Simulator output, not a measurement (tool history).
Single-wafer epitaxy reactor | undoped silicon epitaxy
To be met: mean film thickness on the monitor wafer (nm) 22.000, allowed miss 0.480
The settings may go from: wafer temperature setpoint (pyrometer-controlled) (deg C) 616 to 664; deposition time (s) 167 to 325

run,hour,wafer temperature setpoint (pyrometer-controlled) (deg C),deposition time (s),mean film thickness on the monitor wafer (nm)
1,0.0,640,246,34.257
2,4.7,640,272,38.232
3,13.3,640,305,42.712
4,16.7,632,305,34.877
5,18.0,632,284,32.538
6,23.1,632,263,30.146
7,26.2,630,263,28.668
8,33.2,628,263,27.244
9,40.4,627,263,26.450
10,49.2,626,263,25.898
11,58.1,625,263,25.259
12,66.4,624,263,24.788
13,72.6,618,262,20.824

Which of these 5 next moves meets every target?
A,78.8,619,260,?
B,78.8,625,229,?
C,78.8,616,263,?
D,78.8,626,209,?
E,78.8,620,250,?

move,mean film thickness on the monitor wafer (nm)
A,21.377
B,21.996
C,19.989
D,20.598
E,21.098
A: nearer than the last run, and not there yet
B: meets every target
C: further off than the last run
D: further off than the last run
E: nearer than the last run, and not there yet
Answer: B

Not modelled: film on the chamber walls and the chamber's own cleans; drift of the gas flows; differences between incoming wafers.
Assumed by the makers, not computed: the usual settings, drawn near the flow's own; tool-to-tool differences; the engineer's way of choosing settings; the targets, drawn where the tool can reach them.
